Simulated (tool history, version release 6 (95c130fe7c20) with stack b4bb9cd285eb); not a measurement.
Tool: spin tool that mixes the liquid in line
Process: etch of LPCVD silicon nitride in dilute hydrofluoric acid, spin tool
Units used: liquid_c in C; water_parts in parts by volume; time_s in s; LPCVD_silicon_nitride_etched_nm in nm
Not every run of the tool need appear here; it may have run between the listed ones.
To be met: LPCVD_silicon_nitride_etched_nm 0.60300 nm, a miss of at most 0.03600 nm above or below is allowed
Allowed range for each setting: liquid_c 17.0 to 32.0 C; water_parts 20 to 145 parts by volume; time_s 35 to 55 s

| run | hour | liquid_c | water_parts | time_s | LPCVD_silicon_nitride_etched_nm |
|---|---|---|---|---|---|
| 1 | 0.0 | 24.0 | 80 | 55 | 0.37923 |
| 2 | 6.7 | 24.0 | 100 | 55 | 0.31116 |
| 3 | 11.6 | 24.0 | 100 | 55 | 0.30355 |
| 4 | 15.0 | 24.0 | 100 | 35 | 0.19783 |
| 5 | 21.5 | 26.0 | 90 | 35 | 0.24876 |
| 6 | 26.2 | 25.5 | 75 | 35 | 0.28673 |
| 7 | 32.9 | 29.5 | 45 | 40 | 0.73066 |
| 8 | 35.5 | 29.0 | 45 | 40 | 0.70259 |
| 9 | 37.6 | 28.5 | 45 | 40 | 0.66969 |

Which one of the following 4 next-run settings gets every result inside its allowed miss? There is exactly one.
| A | 39.7 | 26.0 | 45 | 50 | ? |
| B | 39.7 | 27.5 | 70 | 50 | ? |
| C | 39.7 | 27.0 | 40 | 35 | ? |
| D | 39.7 | 31.0 | 65 | 55 | ? |

| move | LPCVD_silicon_nitride_etched_nm |
|---|---|
| A | 0.72110 |
| B | 0.51492 |
| C | 0.60541 |
| D | 0.76345 |
A: moves away from the targets compared with the last run
B: pushes the last run's worst result past its target
C: meets every target
D: moves away from the targets compared with the last run
So the answer is move C, the one that meets all the targets.

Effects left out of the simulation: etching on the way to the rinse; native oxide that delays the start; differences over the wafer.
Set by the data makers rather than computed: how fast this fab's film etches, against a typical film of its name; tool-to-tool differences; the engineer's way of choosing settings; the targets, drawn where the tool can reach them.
